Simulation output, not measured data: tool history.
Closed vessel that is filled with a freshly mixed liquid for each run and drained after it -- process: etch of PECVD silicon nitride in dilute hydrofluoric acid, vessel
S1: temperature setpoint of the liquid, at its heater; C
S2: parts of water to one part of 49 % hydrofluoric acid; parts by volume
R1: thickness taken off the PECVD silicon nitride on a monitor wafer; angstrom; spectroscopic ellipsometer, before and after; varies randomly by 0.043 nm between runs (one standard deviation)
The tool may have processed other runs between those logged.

{"run": 1, "hour": 0.0, "S1": 24.0, "S2": 235, "time in the liquid (s)": 775, "R1": 69.777}
{"run": 2, "hour": 4.1, "S1": 23.0, "S2": 235, "time in the liquid (s)": 775, "R1": 65.43}
{"run": 3, "hour": 10.5, "S1": 23.0, "S2": 235, "time in the liquid (s)": 825, "R1": 69.979}
{"run": 4, "hour": 15.1, "S1": 23.0, "S2": 315, "time in the liquid (s)": 825, "R1": 52.909}
{"run": 5, "hour": 21.2, "S1": 23.0, "S2": 315, "time in the liquid (s)": 775, "R1": 49.452}
{"run": 6, "hour": 23.9, "S1": 23.0, "S2": 355, "time in the liquid (s)": 775, "R1": 44.237}

What does the tool deliver on the next run?
{"run": 7, "hour": 25.5, "S1": 23.5, "S2": 355, "time in the liquid (s)": 775, "R1": "?"}

{"run 7": {"R1": 45.252}}
